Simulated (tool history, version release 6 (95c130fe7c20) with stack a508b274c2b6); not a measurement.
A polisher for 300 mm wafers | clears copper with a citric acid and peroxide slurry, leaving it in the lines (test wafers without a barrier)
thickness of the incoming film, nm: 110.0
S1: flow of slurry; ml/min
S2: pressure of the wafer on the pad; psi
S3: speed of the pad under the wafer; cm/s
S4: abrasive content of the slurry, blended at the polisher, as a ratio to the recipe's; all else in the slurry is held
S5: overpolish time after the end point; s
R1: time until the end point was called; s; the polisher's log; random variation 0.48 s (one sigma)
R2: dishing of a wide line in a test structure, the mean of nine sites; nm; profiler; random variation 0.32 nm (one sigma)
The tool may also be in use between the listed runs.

run	hour	S1	S2	S3	S4	S5	R1	R2
1	0.0	235	2.3	88	1.0	16	69.768	18.607
2	7.9	235	2.3	106	1.0	16	58.891	22.643
3	12.6	235	2.3	106	1.0	11	58.327	15.906
4	20.7	235	2.3	106	1.0	15	60.083	20.834
5	25.4	280	2.3	106	1.0	15	58.605	21.667
6	28.4	280	2.5	106	1.0	14	53.285	21.513
7	33.1	280	2.6	106	1.0	14	51.426	21.855
8	35.7	280	2.7	106	1.0	14	50.158	22.805

Run 9 comes next. What will it give?
9	38.7	280	2.8	106	1.0	13	?	?

R1: 48.607 s
R2: 22.209 nm
